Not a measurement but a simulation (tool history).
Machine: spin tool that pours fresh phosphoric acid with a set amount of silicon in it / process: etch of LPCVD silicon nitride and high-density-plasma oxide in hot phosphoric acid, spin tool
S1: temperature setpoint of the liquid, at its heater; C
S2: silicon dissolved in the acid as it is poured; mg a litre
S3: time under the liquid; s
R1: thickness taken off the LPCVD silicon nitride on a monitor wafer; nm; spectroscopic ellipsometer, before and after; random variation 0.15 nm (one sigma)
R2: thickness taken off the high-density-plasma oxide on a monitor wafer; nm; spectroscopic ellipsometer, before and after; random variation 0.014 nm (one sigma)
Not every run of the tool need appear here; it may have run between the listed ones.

Run 1, hour 0.0: S1 160.0 C, S2 26.0 mg a litre, S3 180 s. Result: R1 13.479 nm, R2 0.61649 nm.
Run 2, hour 3.2: S1 160.0 C, S2 26.0 mg a litre, S3 210 s. Result: R1 15.864 nm, R2 0.76000 nm.
Run 3, hour 5.9: S1 160.0 C, S2 17.5 mg a litre, S3 210 s. Result: R1 15.765 nm, R2 0.95658 nm.
Run 4, hour 11.5: S1 159.5 C, S2 22.5 mg a litre, S3 220 s. Result: R1 16.193 nm, R2 0.84558 nm.
Run 5, hour 15.1: S1 159.5 C, S2 27.0 mg a litre, S3 225 s. Result: R1 16.634 nm, R2 0.73565 nm.
Run 6, hour 20.1: S1 158.0 C, S2 27.0 mg a litre, S3 225 s. Result: R1 15.737 nm, R2 0.65917 nm.
Run 7, hour 25.5: S1 158.0 C, S2 30.5 mg a litre, S3 230 s. Result: R1 16.340 nm, R2 0.55899 nm.
At hour 34.2: thermometer replaced.
Run 8, hour 34.2: S1 158.5 C, S2 33.5 mg a litre, S3 235 s. Result: R1 17.657 nm, R2 0.59303 nm.
Run 9, hour 42.8: S1 158.5 C, S2 36.0 mg a litre, S3 235 s. Result: R1 17.480 nm, R2 0.51858 nm.
Run 10, hour 49.9: S1 159.0 C, S2 38.0 mg a litre, S3 235 s. Result: R1 17.745 nm, R2 0.48008 nm.
Run 11, hour 53.2: S1 159.5 C, S2 39.5 mg a litre, S3 235 s. Result: R1 18.058 nm, R2 0.45726 nm.
Run 12, hour 55.9: S1 160.0 C, S2 40.5 mg a litre, S3 235 s. Result: R1 18.272 nm, R2 0.47645 nm.

Run 13, settings as shown, results not yet in. Your forecast:
Run 13, hour 60.3: S1 160.5 C, S2 42.0 mg a litre, S3 235 s. Result: R1 ?, R2 ?.

{"run 13": {"R1": 18.353, "R2": 0.40399}}
